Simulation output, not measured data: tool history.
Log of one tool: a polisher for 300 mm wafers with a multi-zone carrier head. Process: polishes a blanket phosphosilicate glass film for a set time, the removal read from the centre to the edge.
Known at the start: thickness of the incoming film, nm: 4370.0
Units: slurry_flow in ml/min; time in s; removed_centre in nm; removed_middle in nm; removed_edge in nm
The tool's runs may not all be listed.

run,hour,slurry_flow,centre_zone,middle_zone,edge_zone,slurry_solids,time,removed_centre,removed_middle,removed_edge
1,0.0,170,1.00,1.00,1.00,1.00,40,248.73,249.16,238.56
2,7.1,170,1.01,0.99,0.97,0.90,38,227.22,219.79,214.11
3,14.9,170,1.02,1.00,0.94,0.85,36,209.69,205.98,187.41
4,21.0,170,1.02,1.00,0.94,0.70,36,189.91,185.33,174.91
5,23.2,170,1.02,1.00,0.94,0.55,36,163.71,160.25,153.49
6,28.4,170,1.02,1.08,0.94,0.55,36,163.77,171.89,151.46
7,34.3,165,1.03,1.06,0.92,0.55,35,162.33,162.51,145.59
8,41.3,155,1.03,1.05,0.91,0.55,35,159.11,159.23,143.16
9,44.0,145,1.04,1.04,0.90,0.55,35,158.03,157.76,139.05
10,47.3,140,1.05,1.02,0.90,0.55,35,156.81,150.50,138.44
# hour 50.1: worn pad replaced by a new one
11,50.1,135,1.06,1.02,0.89,0.55,35,180.10,172.30,158.32
12,51.2,150,1.05,1.00,0.88,0.55,35,180.77,170.58,163.59
13,58.2,140,1.06,1.00,0.90,0.55,35,182.71,170.20,160.39
14,64.0,100,1.08,0.98,0.85,0.50,29,128.05,119.85,114.35
15,71.2,110,1.08,0.99,0.85,0.50,29,133.73,122.65,115.55
16,71.9,120,1.08,0.99,0.85,0.50,29,138.84,125.58,117.84
17,80.2,125,1.08,0.99,0.85,0.50,29,138.69,128.32,120.28

Run 18 comes next. What will it give?
18,87.8,130,1.08,0.99,0.85,0.50,29,?,?,?

{"run 18": {"removed_centre": 142.25, "removed_middle": 129.57, "removed_edge": 119.77}}
